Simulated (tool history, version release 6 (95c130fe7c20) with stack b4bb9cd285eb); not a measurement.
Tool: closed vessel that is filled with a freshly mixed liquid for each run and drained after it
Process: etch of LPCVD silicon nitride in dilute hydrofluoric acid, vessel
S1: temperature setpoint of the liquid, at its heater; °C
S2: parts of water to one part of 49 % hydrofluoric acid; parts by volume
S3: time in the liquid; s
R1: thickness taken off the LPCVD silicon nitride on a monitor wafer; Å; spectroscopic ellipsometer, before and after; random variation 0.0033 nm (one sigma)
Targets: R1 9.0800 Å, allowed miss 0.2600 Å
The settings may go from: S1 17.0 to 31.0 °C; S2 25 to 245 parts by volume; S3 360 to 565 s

run 1 hour=0.0 | S1=23.0 S2=135 S3=565 | R1=17.7030
run 2 hour=3.3 | S1=22.0 S2=145 S3=565 | R1=15.4460
run 3 hour=6.9 | S1=19.5 S2=145 S3=565 | R1=13.1050
run 4 hour=15.5 | S1=19.5 S2=95 S3=565 | R1=19.7860
run 5 hour=17.2 | S1=19.5 S2=95 S3=360 | R1=12.5800
run 6 hour=21.0 | S1=19.5 S2=95 S3=565 | R1=19.7080
run 7 hour=25.9 | S1=19.0 S2=110 S3=565 | R1=16.4800
run 8 hour=33.7 | S1=18.5 S2=125 S3=565 | R1=14.1670
run 9 hour=40.5 | S1=18.0 S2=135 S3=565 | R1=12.5900
run 10 hour=44.3 | S1=18.0 S2=145 S3=565 | R1=11.8150
run 11 hour=54.0 | S1=18.0 S2=150 S3=565 | R1=11.4890
run 12 hour=57.9 | S1=18.0 S2=150 S3=565 | R1=11.4060
run 13 hour=61.3 | S1=18.0 S2=155 S3=565 | R1=11.0650
run 14 hour=66.1 | S1=18.0 S2=160 S3=565 | R1=10.7060

5 next moves are on the table. One of them brings every result within its allowed miss. Which?
run A hour=70.9 | S1=17.0 S2=120 S3=550 | R1=?
run B hour=70.9 | S1=18.5 S2=195 S3=525 | R1=?
run C hour=70.9 | S1=17.0 S2=135 S3=430 | R1=?
run D hour=70.9 | S1=17.5 S2=160 S3=465 | R1=?
run E hour=70.9 | S1=17.0 S2=190 S3=565 | R1=?

move=A R1=12.8040
move=B R1=8.4690
move=C R1=8.9342
move=D R1=8.4868
move=E R1=8.4494
A: further off than the last run
B: takes the result that was furthest off past its target
C: meets every target
D: takes the result that was furthest off past its target
E: takes the result that was furthest off past its target
The right move is C.

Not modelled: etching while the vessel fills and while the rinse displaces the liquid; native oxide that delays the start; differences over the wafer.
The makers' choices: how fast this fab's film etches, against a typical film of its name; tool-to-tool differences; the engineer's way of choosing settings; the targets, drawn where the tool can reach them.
